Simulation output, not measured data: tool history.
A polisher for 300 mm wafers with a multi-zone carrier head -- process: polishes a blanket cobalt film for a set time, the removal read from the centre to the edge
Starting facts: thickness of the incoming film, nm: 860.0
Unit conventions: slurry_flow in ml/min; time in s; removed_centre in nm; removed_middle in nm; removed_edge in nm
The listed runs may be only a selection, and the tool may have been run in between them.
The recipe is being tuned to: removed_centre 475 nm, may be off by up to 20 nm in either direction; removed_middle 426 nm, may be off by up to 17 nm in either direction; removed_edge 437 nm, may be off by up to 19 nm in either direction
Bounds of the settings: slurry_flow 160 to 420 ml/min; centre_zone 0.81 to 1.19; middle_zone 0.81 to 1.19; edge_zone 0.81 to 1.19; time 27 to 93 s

run  hour  slurry_flow  centre_zone  middle_zone  edge_zone  time  removed_centre  removed_middle  removed_edge
  1     0          270            1            1          1    59          301.23          305.42        312.85
  2   3.6          275         1.03         1.01       1.02    62           335.5          320.51        319.41
  3  12.4          275         1.03         1.01       0.94    62           325.3          324.66        320.74
  4  20.1          275         1.04            1       0.94    65          358.67          343.49        331.23
  5    27          275         1.03         0.99       0.95    68          365.58          352.74        351.14
  6  29.1          275         1.03         0.99       0.88    68          367.65           350.5        334.55
  7  35.4          295         1.13         1.04       0.98    77          458.71          416.17        416.82
  8  37.9          295         1.13         1.04       0.99    77          457.56          414.94        395.85
  9  45.9          295         1.12         1.03          1    78          461.31          424.19        415.22
 10  51.7          295         1.12         1.02       1.01    78          457.29          426.01        409.38
 11  59.3          285         1.13         0.93       1.11    82          465.48          399.16        453.53
 12  66.5          290         1.13         0.94        1.1    82          478.24          411.19         460.4

Exercise: of the 4 proposed moves below, exactly one satisfies all targets within the stated allowed misses. Which move is it?
  A  73.7          385         1.15         1.03       1.11    70               ?               ?             ?
  B  73.7          260         1.04         0.97       0.93    78               ?               ?             ?
  C  73.7          280         1.09         0.94       0.98    77               ?               ?             ?
  D  73.7          315         1.13         1.01       1.05    80               ?               ?             ?

move  removed_centre  removed_middle  removed_edge
   A          432.35           382.6        401.33
   B          423.39          390.07        398.57
   C          439.11          378.26        406.16
   D          477.24          422.57        440.13
A: takes the biggest miss from the last run beyond its target
B: takes the biggest miss from the last run beyond its target
C: takes the biggest miss from the last run beyond its target
D: all results in spec
The right move is D.
